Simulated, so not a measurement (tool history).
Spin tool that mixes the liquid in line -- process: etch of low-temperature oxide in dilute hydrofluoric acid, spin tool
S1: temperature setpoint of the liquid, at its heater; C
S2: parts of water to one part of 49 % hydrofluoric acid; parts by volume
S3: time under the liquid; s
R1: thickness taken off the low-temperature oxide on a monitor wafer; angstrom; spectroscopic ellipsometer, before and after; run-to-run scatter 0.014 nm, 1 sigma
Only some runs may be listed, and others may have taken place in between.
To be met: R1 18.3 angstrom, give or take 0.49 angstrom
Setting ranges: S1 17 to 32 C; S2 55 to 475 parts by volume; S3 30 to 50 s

{"run": 1, "hour": 0.0, "S1": 24, "S2": 265, "S3": 50, "R1": 22.451}
{"run": 2, "hour": 1.9, "S1": 22.5, "S2": 265, "S3": 50, "R1": 21.544}
{"run": 3, "hour": 3.4, "S1": 22.5, "S2": 315, "S3": 50, "R1": 17.252}
{"run": 4, "hour": 11.1, "S1": 23, "S2": 315, "S3": 50, "R1": 17.412}
{"run": 5, "hour": 15.2, "S1": 23, "S2": 315, "S3": 50, "R1": 17.312}
{"run": 6, "hour": 17.5, "S1": 23, "S2": 265, "S3": 50, "R1": 21.844}
{"run": 7, "hour": 24.1, "S1": 23, "S2": 265, "S3": 50, "R1": 22.006}
{"run": 8, "hour": 27.4, "S1": 21.5, "S2": 265, "S3": 50, "R1": 20.628}
{"run": 9, "hour": 29.0, "S1": 20.5, "S2": 265, "S3": 50, "R1": 19.875}
{"run": 10, "hour": 31.9, "S1": 20, "S2": 265, "S3": 50, "R1": 19.686}

5 next moves are on the table. One of them brings every result within its allowed miss. Which?
{"run": "A", "hour": 34.8, "S1": 17.5, "S2": 155, "S3": 30, "R1": "?"}
{"run": "B", "hour": 34.8, "S1": 19.5, "S2": 245, "S3": 50, "R1": "?"}
{"run": "C", "hour": 34.8, "S1": 22.5, "S2": 260, "S3": 50, "R1": "?"}
{"run": "D", "hour": 34.8, "S1": 20.5, "S2": 285, "S3": 50, "R1": "?"}
{"run": "E", "hour": 34.8, "S1": 22.5, "S2": 180, "S3": 30, "R1": "?"}

move=A R1=20.267
move=B R1=21.222
move=C R1=22.031
move=D R1=18.251
move=E R1=20.714
A: moves away from the targets compared with the last run
B: moves away from the targets compared with the last run
C: moves away from the targets compared with the last run
D: every result lands within tolerance
E: moves away from the targets compared with the last run
So the answer is move D, the one that meets all the targets.
